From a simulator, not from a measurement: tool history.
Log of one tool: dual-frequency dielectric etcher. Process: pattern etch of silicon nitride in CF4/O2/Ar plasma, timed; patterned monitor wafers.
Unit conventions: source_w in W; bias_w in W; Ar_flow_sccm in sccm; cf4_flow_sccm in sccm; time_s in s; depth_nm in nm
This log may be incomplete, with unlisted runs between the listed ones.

| run | day | source_w | bias_w | Ar_flow_sccm | cf4_flow_sccm | time_s | depth_nm |
|---|---|---|---|---|---|---|---|
| 1 | 0.000 | 590 | 51 | 137 | 118 | 107.5 | 226.46 |
| 2 | 0.204 | 590 | 51 | 114 | 118 | 107.5 | 232.64 |
| 3 | 0.462 | 590 | 51 | 114 | 130 | 107.5 | 235.01 |
| 4 | 0.796 | 590 | 44 | 114 | 130 | 107.5 | 225.45 |
| 5 | 0.908 | 520 | 44 | 114 | 130 | 107.5 | 200.88 |
|  | 1.129 | wet clean of the chamber |
| 6 | 1.129 | 520 | 44 | 125 | 130 | 107.5 | 192.43 |
| 7 | 1.254 | 400 | 43 | 125 | 130 | 107.5 | 153.90 |

Predict the results of run 8:
| 8 | 1.321 | 410 | 43 | 125 | 130 | 107.5 | ? |

Run 8 yielded depth_nm 156.61 nm.
